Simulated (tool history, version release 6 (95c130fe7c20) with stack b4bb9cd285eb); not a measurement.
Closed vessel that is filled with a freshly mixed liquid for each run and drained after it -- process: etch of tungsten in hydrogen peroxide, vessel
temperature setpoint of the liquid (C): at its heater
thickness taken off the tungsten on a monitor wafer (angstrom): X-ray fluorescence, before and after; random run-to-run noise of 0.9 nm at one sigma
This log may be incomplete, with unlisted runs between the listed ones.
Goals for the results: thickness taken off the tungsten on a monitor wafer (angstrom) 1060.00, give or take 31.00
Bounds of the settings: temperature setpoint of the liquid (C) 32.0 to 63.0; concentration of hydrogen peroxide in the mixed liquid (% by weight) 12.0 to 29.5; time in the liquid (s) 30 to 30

| run | hour | temperature setpoint of the liquid (C) | concentration of hydrogen peroxide in the mixed liquid (% by weight) | time in the liquid (s) | thickness taken off the tungsten on a monitor wafer (angstrom) |
|---|---|---|---|---|---|
| 1 | 0.0 | 47.0 | 20.0 | 30 | 537.42 |
| 2 | 2.4 | 49.0 | 20.0 | 30 | 597.51 |
| 3 | 5.4 | 49.0 | 16.0 | 30 | 539.70 |
| 4 | 11.7 | 51.0 | 16.0 | 30 | 604.83 |
| 5 | 14.0 | 51.0 | 16.0 | 30 | 601.94 |
| 6 | 17.6 | 53.0 | 16.0 | 30 | 683.03 |
| 7 | 24.8 | 54.5 | 16.0 | 30 | 749.55 |
| 8 | 30.0 | 55.5 | 16.0 | 30 | 793.92 |

Which single option among these 5 for the next run brings every result within its allowed miss of target? Just one does.
| A | 35.2 | 51.5 | 14.5 | 30 | ? |
| B | 35.2 | 61.5 | 16.5 | 30 | ? |
| C | 35.2 | 61.5 | 16.0 | 30 | ? |
| D | 35.2 | 50.5 | 16.0 | 30 | ? |
| E | 35.2 | 60.0 | 16.5 | 30 | ? |

| move | thickness taken off the tungsten on a monitor wafer (angstrom) |
|---|---|
| A | 594.22 |
| B | 1140.60 |
| C | 1123.20 |
| D | 587.41 |
| E | 1046.80 |
A: the biggest miss grows against the last run
B: the result that was furthest off in the last run now lies on the other side of its target
C: the result that was furthest off in the last run now lies on the other side of its target
D: the biggest miss grows against the last run
E: meets every target
Go with E: it meets all targets.
